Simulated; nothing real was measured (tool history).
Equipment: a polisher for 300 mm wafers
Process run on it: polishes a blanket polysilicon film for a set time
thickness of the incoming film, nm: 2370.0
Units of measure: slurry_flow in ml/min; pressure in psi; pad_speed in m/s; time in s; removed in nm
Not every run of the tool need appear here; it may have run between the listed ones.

| run | hour | slurry_flow | pressure | pad_speed | time | removed |
|---|---|---|---|---|---|---|
| 1 | 0.0 | 285 | 2.2 | 1.24 | 40 | 335.82 |
| 2 | 8.8 | 285 | 1.9 | 1.22 | 40 | 287.36 |
| 3 | 12.1 | 285 | 1.9 | 1.22 | 40 | 287.99 |
| 4 | 17.2 | 285 | 1.7 | 1.22 | 40 | 260.29 |
| 5 | 20.8 | 285 | 1.6 | 1.22 | 40 | 245.64 |
| 6 | 25.1 | 285 | 1.6 | 1.50 | 40 | 296.89 |

The next listed run, before its measurement:
| 7 | 29.0 | 285 | 1.0 | 1.28 | 39 | ? |

{"run 7": {"removed": 158.14}}
